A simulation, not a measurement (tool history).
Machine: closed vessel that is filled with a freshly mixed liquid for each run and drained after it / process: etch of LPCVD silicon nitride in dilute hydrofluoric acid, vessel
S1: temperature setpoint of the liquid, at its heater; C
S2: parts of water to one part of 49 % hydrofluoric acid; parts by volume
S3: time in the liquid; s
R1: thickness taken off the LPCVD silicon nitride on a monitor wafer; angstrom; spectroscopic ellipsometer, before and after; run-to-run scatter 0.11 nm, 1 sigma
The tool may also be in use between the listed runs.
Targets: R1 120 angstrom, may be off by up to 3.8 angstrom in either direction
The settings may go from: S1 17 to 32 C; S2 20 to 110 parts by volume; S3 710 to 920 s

Run 1, hour 0: S1 24 C, S2 60 parts by volume, S3 920 s. Result: R1 80.857 angstrom.
Run 2, hour 6: S1 24 C, S2 70 parts by volume, S3 920 s. Result: R1 70.313 angstrom.
Run 3, hour 11.2: S1 26 C, S2 70 parts by volume, S3 920 s. Result: R1 80.365 angstrom.
Run 4, hour 13.8: S1 27.5 C, S2 70 parts by volume, S3 920 s. Result: R1 87.224 angstrom.
Run 5, hour 15.8: S1 27.5 C, S2 70 parts by volume, S3 710 s. Result: R1 66.23 angstrom.
Run 6, hour 16.4: S1 27.5 C, S2 80 parts by volume, S3 710 s. Result: R1 59.282 angstrom.
Run 7, hour 22.6: S1 28.5 C, S2 75 parts by volume, S3 715 s. Result: R1 67.576 angstrom.
Run 8, hour 23.9: S1 29 C, S2 70 parts by volume, S3 715 s. Result: R1 75.499 angstrom.
Run 9, hour 27.6: S1 29.5 C, S2 65 parts by volume, S3 715 s. Result: R1 82.147 angstrom.
Run 10, hour 29.6: S1 30 C, S2 60 parts by volume, S3 715 s. Result: R1 91.799 angstrom.
Run 11, hour 36.1: S1 30.5 C, S2 55 parts by volume, S3 715 s. Result: R1 104.61 angstrom.
Run 12, hour 41.1: S1 31 C, S2 55 parts by volume, S3 715 s. Result: R1 107.67 angstrom.
Run 13, hour 43: S1 32 C, S2 50 parts by volume, S3 715 s. Result: R1 125.49 angstrom.
Run 14, hour 50.4: S1 32 C, S2 50 parts by volume, S3 715 s. Result: R1 125.87 angstrom.

Of the 4 settings listed for the next run, only one would bring every result within its allowed miss of target. Which one?
Run A, hour 57.8: S1 32 C, S2 50 parts by volume, S3 785 s. Result: R1 ?.
Run B, hour 57.8: S1 32 C, S2 60 parts by volume, S3 815 s. Result: R1 ?.
Run C, hour 57.8: S1 32 C, S2 55 parts by volume, S3 800 s. Result: R1 ?.
Run D, hour 57.8: S1 32 C, S2 55 parts by volume, S3 790 s. Result: R1 ?.

move      R1
   A  139.97
   B  121.19
   C  129.74
   D  128.12
A: lands further from the targets than the last run did
B: in spec on every target
C: lands further from the targets than the last run did
D: lands further from the targets than the last run did
Move B is the one to make.
